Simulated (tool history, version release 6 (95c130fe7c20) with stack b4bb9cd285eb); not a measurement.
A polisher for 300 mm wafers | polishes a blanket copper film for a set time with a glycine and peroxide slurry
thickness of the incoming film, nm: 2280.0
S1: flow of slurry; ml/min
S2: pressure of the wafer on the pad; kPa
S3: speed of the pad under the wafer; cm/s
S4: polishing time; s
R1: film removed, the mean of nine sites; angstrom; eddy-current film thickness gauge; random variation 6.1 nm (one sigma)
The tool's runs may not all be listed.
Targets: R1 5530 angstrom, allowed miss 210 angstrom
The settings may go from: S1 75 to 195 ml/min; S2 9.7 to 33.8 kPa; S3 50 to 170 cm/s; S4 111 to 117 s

run  hour   S1    S2   S3   S4      R1
  1     0  125  21.4  110  111  7466.1
  2     1  120    20  110  111  7046.6
  3   6.1  120  18.6  110  111  6681.3
  4  12.1  115  17.9  110  111  6502.4
  5  17.8  125  17.9  110  111  6659.6
  6  20.5  125  17.9  110  111  6578.2
  7  24.9  120  17.2  110  111  6303.2
  8  29.5  115  16.5  110  111  6030.9
  9  35.3  110  16.5  110  111  6028.2
 10  40.8  105  16.5  110  111  6041.9
 11  44.1  105  15.9  110  111  5843.8

Which of these 4 next moves meets every target?
  A  47.4  150  10.3  122  115   ?
  B  47.4  125  13.1  108  117   ?
  C  47.4  135  15.2  106  117   ?
  D  47.4  110    20   94  111   ?

move      R1
   A  5276.6
   B  5529.1
   C  6122.4
   D  6187.1
A: takes the result that was furthest off past its target
B: meets every target
C: further off than the last run
D: further off than the last run
The right move is B.
